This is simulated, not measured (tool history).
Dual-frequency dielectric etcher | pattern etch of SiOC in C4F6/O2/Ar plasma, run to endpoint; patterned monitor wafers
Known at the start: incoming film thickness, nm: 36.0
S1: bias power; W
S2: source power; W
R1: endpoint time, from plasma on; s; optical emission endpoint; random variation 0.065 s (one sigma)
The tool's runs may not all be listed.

run  hour   S1   S2      R1
  1   0.0  334  410  14.501
  2   5.1  360  410  14.015
  3   6.6  326  410  14.656
  4  10.9  326  360  15.040
  5  14.5  306  360  15.588
  6  19.0  306  330  15.828

The next listed run, before its measurement:
  7  21.3  298  330   ?

R1: 15.990 s

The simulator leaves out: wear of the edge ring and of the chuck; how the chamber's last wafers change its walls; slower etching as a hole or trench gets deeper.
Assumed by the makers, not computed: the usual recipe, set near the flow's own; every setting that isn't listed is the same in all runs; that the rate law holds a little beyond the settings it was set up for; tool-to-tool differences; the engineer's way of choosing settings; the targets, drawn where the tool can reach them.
